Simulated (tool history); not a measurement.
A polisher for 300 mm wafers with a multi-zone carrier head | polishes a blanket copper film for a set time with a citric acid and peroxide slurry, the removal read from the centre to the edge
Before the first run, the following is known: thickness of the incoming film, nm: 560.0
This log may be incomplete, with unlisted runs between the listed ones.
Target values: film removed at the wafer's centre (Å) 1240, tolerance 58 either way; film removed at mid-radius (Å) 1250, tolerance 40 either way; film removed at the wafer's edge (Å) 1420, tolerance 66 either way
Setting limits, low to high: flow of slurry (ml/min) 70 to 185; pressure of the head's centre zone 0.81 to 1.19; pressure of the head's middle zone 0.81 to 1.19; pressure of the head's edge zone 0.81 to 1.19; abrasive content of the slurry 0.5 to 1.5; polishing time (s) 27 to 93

run	hour	flow of slurry (ml/min)	pressure of the head's centre zone	pressure of the head's middle zone	pressure of the head's edge zone	abrasive content of the slurry	polishing time (s)	film removed at the wafer's centre (Å)	film removed at mid-radius (Å)	film removed at the wafer's edge (Å)
1	0	120	1	1	1	1	59	1937.5	1910.7	1914.5
2	6.6	115	0.97	0.97	0.99	0.9	57	1737.8	1768.7	1711
3	10.8	105	0.95	0.94	1.03	0.9	55	1638.4	1582.7	1697.6
4	13.4	105	0.95	0.94	1.03	0.7	55	1526.5	1519.6	1644.8
5	18.9	105	0.95	0.94	1.1	0.7	55	1539.8	1542.2	1674.5
6	21.2	105	0.95	0.94	1.1	0.7	65	1780	1847.3	2033.9
7	24.4	100	0.93	0.92	1.07	0.65	62	1643.2	1640.9	1788.1
8	27.7	95	0.91	0.91	1.07	0.6	61	1554.9	1586.5	1754.9
9	30.3	80	0.88	0.84	0.99	0.5	50	1094	1085.9	1296.8

Exactly one of the 4 candidate moves below puts every result within its allowed miss. Which one?
A	32.9	85	0.93	0.91	1.04	0.85	48	?	?	?
B	32.9	70	0.85	0.81	1.04	0.55	62	?	?	?
C	32.9	70	0.81	0.89	1.04	0.5	61	?	?	?
D	32.9	75	0.81	0.93	1.06	0.5	58	?	?	?

move	film removed at the wafer's centre (Å)	film removed at mid-radius (Å)	film removed at the wafer's edge (Å)
A	1242.6	1255	1433.3
B	1237	1264.2	1641.2
C	1144.3	1325.9	1591.1
D	1131.3	1350.8	1557.4
A: all results in spec
B: the furthest-off result lands on target, but another misses its tolerance
C: the result that was furthest off in the last run now lies on the other side of its target
D: the result that was furthest off in the last run now lies on the other side of its target
A is the move that brings every result within its allowed miss.
